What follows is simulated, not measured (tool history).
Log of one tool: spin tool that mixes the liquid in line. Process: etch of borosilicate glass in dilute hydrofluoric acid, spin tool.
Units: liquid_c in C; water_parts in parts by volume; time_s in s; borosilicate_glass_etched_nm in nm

Run 1, hour 0: liquid_c 21 C, water_parts 125 parts by volume, time_s 50 s. Result: borosilicate_glass_etched_nm 8.5401 nm.
Run 2, hour 1.2: liquid_c 20.5 C, water_parts 135 parts by volume, time_s 50 s. Result: borosilicate_glass_etched_nm 7.6409 nm.
Run 3, hour 10.2: liquid_c 20 C, water_parts 145 parts by volume, time_s 50 s. Result: borosilicate_glass_etched_nm 6.9182 nm.
Run 4, hour 11.1: liquid_c 22.5 C, water_parts 145 parts by volume, time_s 50 s. Result: borosilicate_glass_etched_nm 7.5348 nm.
Run 5, hour 18.6: liquid_c 22 C, water_parts 155 parts by volume, time_s 50 s. Result: borosilicate_glass_etched_nm 6.8456 nm.
Run 6, hour 20.8: liquid_c 22 C, water_parts 195 parts by volume, time_s 50 s. Result: borosilicate_glass_etched_nm 5.2157 nm.
Run 7, hour 23.7: liquid_c 21.5 C, water_parts 200 parts by volume, time_s 50 s. Result: borosilicate_glass_etched_nm 5.0547 nm.
Run 8, hour 28: liquid_c 21 C, water_parts 200 parts by volume, time_s 50 s. Result: borosilicate_glass_etched_nm 4.9678 nm.
Run 9, hour 33.2: liquid_c 20.5 C, water_parts 200 parts by volume, time_s 50 s. Result: borosilicate_glass_etched_nm 4.8084 nm.

Run 10 comes next. What will it give?
Run 10, hour 37: liquid_c 20 C, water_parts 200 parts by volume, time_s 50 s. Result: borosilicate_glass_etched_nm ?.

Run 10 gave borosilicate_glass_etched_nm 4.6857 nm.
